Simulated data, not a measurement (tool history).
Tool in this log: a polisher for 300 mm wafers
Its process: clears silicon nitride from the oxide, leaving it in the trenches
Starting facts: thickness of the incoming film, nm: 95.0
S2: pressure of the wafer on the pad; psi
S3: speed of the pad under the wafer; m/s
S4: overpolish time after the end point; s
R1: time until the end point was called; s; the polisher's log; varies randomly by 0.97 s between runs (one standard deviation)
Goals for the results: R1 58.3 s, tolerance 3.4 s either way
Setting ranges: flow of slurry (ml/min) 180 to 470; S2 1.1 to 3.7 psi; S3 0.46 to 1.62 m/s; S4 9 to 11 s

run 1 hour=0 | flow_of_slurry_(ml/min)=300 S2=2.4 S3=1.04 S4=11 | R1=91.022
run 2 hour=2.7 | flow_of_slurry_(ml/min)=300 S2=2.4 S3=1.04 S4=9 | R1=89.788
run 3 hour=4.5 | flow_of_slurry_(ml/min)=300 S2=2.4 S3=1.04 S4=11 | R1=88.594
run 4 hour=5.3 | flow_of_slurry_(ml/min)=335 S2=2.4 S3=1.04 S4=11 | R1=90.146
run 5 hour=13.7 | flow_of_slurry_(ml/min)=360 S2=2.4 S3=1.04 S4=11 | R1=89.081
run 6 hour=16.9 | flow_of_slurry_(ml/min)=360 S2=2.4 S3=1.04 S4=9 | R1=87.992
run 7 hour=24.1 | flow_of_slurry_(ml/min)=360 S2=2.7 S3=1.06 S4=9 | R1=76.774
run 8 hour=29.4 | flow_of_slurry_(ml/min)=360 S2=2.9 S3=1.08 S4=9 | R1=71.248

Which of these 4 next moves meets every target?
run A hour=34.7 | flow_of_slurry_(ml/min)=280 S2=3.2 S3=1.1 S4=9 | R1=?
run B hour=34.7 | flow_of_slurry_(ml/min)=430 S2=2.8 S3=1.16 S4=9 | R1=?
run C hour=34.7 | flow_of_slurry_(ml/min)=415 S2=3.1 S3=1.22 S4=9 | R1=?
run D hour=34.7 | flow_of_slurry_(ml/min)=325 S2=3.3 S3=1.04 S4=9 | R1=?

move=A R1=63.953
move=B R1=67.071
move=C R1=57.948
move=D R1=64.747
A: an improvement on the last run, though not all results are within tolerance
B: an improvement on the last run, though not all results are within tolerance
C: hits every target within its allowed miss
D: an improvement on the last run, though not all results are within tolerance
So the answer is move C, the one that meets all the targets.
